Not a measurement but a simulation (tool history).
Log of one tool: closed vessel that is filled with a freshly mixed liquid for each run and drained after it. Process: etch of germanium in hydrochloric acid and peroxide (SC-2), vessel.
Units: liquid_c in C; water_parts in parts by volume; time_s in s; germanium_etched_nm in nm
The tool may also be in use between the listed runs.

run	hour	liquid_c	water_parts	time_s	germanium_etched_nm
1	0.0	54.0	7.5	95	421.24
2	1.8	54.0	7.5	105	461.28
3	9.9	54.0	8.5	105	463.49
4	16.9	49.5	9.0	105	398.04
5	25.2	49.5	9.0	95	363.90
6	31.8	49.5	10.0	95	356.26
7	32.5	47.0	10.0	95	330.06

Forecast run 8:
8	39.2	45.0	10.0	95	?

{"run 8": {"germanium_etched_nm": 309.04}}

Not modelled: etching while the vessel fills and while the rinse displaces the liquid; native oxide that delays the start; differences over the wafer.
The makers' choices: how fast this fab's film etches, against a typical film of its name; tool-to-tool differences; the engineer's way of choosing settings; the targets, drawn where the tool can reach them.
